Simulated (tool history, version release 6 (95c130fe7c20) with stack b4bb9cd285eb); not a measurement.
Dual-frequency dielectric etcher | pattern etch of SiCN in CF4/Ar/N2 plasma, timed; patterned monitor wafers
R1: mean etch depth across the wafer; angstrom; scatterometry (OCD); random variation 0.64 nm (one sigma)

run 1 day=0 | source_power_(kW)=0.59 bias_power_(kW)=0.066 Ar_flow_(sccm)=79 CF4_flow_(sccm)=60 etch_time_(s)=117.5 | R1=1242.6
run 2 day=0.2 | source_power_(kW)=0.57 bias_power_(kW)=0.066 Ar_flow_(sccm)=79 CF4_flow_(sccm)=60 etch_time_(s)=117.5 | R1=1193.3
run 3 day=0.529 | source_power_(kW)=0.55 bias_power_(kW)=0.066 Ar_flow_(sccm)=79 CF4_flow_(sccm)=60 etch_time_(s)=117.5 | R1=1149.8
run 4 day=0.738 | source_power_(kW)=0.54 bias_power_(kW)=0.066 Ar_flow_(sccm)=79 CF4_flow_(sccm)=60 etch_time_(s)=117.5 | R1=1126.1
run 5 day=1.058 | source_power_(kW)=0.53 bias_power_(kW)=0.066 Ar_flow_(sccm)=79 CF4_flow_(sccm)=60 etch_time_(s)=117.5 | R1=1111.1
run 6 day=1.133 | source_power_(kW)=0.53 bias_power_(kW)=0.066 Ar_flow_(sccm)=89 CF4_flow_(sccm)=60 etch_time_(s)=117.5 | R1=1078.7
run 7 day=1.462 | source_power_(kW)=0.52 bias_power_(kW)=0.066 Ar_flow_(sccm)=89 CF4_flow_(sccm)=60 etch_time_(s)=117.5 | R1=1063.5

The next listed run, before its measurement:
run 8 day=1.625 | source_power_(kW)=0.51 bias_power_(kW)=0.066 Ar_flow_(sccm)=89 CF4_flow_(sccm)=60 etch_time_(s)=117.5 | R1=?

Run 8 gave R1 1034.7 angstrom.

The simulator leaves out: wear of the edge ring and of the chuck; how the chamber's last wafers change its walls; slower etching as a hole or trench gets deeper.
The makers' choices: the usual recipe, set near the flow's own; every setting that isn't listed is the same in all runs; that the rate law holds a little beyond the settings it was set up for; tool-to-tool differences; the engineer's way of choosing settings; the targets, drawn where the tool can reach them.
